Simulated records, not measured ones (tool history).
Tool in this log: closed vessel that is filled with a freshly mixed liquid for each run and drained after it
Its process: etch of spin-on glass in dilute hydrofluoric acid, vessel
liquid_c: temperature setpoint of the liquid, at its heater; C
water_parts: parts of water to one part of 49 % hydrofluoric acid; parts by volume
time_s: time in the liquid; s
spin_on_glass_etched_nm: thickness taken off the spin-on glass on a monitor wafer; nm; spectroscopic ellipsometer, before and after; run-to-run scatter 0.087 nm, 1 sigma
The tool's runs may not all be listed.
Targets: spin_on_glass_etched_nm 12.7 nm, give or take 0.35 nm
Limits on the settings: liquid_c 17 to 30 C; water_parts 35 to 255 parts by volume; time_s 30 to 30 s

run	day	liquid_c	water_parts	time_s	spin_on_glass_etched_nm
1	0	22	145	30	7.4724
2	0.338	23.5	140	30	8.1044
3	0.371	23.5	140	30	8.2279
4	0.479	23.5	175	30	6.2984
5	0.758	25	160	30	7.5134
6	1.096	25	160	30	7.4036
7	1.3	26	150	30	8.1999
8	1.617	27	140	30	9.4445
9	1.708	27	140	30	9.2854
10	2.025	27.5	135	30	9.9657
11	2.283	30	115	30	13.235

Which of these 4 next moves meets every target?
A	2.542	29	110	30	?
B	2.542	29.5	110	30	?
C	2.542	30	110	30	?
D	2.542	29	115	30	?

move	spin_on_glass_etched_nm
A	13.104
B	13.351
C	13.603
D	12.45
A: nearer than the last run, and not there yet
B: the biggest miss grows against the last run
C: the biggest miss grows against the last run
D: every result within its allowed miss
Go with D: it meets all targets.

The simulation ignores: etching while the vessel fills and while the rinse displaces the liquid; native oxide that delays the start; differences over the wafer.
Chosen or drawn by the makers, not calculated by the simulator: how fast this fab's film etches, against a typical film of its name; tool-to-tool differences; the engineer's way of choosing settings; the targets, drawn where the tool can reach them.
